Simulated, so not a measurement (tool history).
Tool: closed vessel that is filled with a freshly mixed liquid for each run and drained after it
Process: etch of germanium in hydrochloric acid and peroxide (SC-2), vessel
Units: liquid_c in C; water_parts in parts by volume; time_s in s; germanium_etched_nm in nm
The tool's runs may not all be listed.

run	day	liquid_c	water_parts	time_s	germanium_etched_nm
1	0	50	10.5	105	194.61
2	0.3	47.5	10.5	105	180.69
3	0.654	47.5	10.5	105	181.67
4	0.762	46.5	10.5	105	174.9
5	1	46.5	10.5	105	175.74
6	1.208	46.5	10.5	115	192.71
7	1.292	45	10.5	115	182.52
# day 1.442: new drum of peroxide connected
8	1.442	44	10.5	115	180.25

Forecast run 9:
9	1.633	43	10.5	115	?

germanium_etched_nm: 173.49 nm
